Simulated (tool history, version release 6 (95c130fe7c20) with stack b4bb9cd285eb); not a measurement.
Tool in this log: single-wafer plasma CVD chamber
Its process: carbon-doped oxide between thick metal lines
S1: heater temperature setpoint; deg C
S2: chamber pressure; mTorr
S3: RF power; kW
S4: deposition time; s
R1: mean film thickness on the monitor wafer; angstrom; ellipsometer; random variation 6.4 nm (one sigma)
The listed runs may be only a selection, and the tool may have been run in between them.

run,day,S1,S2,S3,S4,R1
1,0.000,365,6110,0.455,275,13016
2,0.025,365,5720,0.455,275,12915
3,0.296,365,4710,0.455,275,12572
4,0.471,370,4710,0.455,275,12476
5,0.638,368,5310,0.465,275,12795
6,0.717,365,5700,0.470,275,13087
7,1.033,363,6100,0.480,275,13492
8,1.258,361,6360,0.485,275,13628
9,1.321,360,6620,0.490,275,13756
10,1.354,360,6830,0.495,275,13879
11,1.667,359,6980,0.500,275,14087

Run 12 comes next. What will it give?
12,2.029,358,7100,0.500,275,?

R1: 14051 angstrom
